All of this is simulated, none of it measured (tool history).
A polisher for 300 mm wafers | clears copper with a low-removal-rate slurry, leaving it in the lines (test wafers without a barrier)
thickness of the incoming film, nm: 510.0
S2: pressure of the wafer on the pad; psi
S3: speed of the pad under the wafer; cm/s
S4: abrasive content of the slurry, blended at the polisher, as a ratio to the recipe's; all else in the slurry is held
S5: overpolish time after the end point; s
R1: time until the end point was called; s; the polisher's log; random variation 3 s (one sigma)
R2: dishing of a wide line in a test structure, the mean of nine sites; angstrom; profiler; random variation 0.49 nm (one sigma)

{"run": 1, "hour": 0.0, "flow of slurry (ml/min)": 205, "S2": 2.2, "S3": 142, "S4": 1.0, "S5": 22, "R1": 154.21, "R2": 423.09}
{"run": 2, "hour": 4.2, "flow of slurry (ml/min)": 180, "S2": 2.2, "S3": 142, "S4": 1.0, "S5": 22, "R1": 160.55, "R2": 428.41}
{"run": 3, "hour": 11.7, "flow of slurry (ml/min)": 180, "S2": 2.2, "S3": 106, "S4": 1.0, "S5": 22, "R1": 216.66, "R2": 346.65}
{"run": 4, "hour": 17.8, "flow of slurry (ml/min)": 180, "S2": 2.2, "S3": 106, "S4": 0.9, "S5": 22, "R1": 209.73, "R2": 331.96}
{"run": 5, "hour": 22.8, "flow of slurry (ml/min)": 145, "S2": 2.2, "S3": 106, "S4": 0.9, "S5": 22, "R1": 220.85, "R2": 325.37}
{"run": 6, "hour": 25.0, "flow of slurry (ml/min)": 125, "S2": 2.2, "S3": 106, "S4": 0.9, "S5": 22, "R1": 231.06, "R2": 323.01}
{"run": 7, "hour": 28.6, "flow of slurry (ml/min)": 130, "S2": 2.3, "S3": 106, "S4": 0.95, "S5": 23, "R1": 216.42, "R2": 355.94}

Forecast run 8:
{"run": 8, "hour": 36.2, "flow of slurry (ml/min)": 135, "S2": 2.3, "S3": 106, "S4": 1.0, "S5": 23, "R1": "?", "R2": "?"}

{"run 8": {"R1": 216.02, "R2": 353.44}}
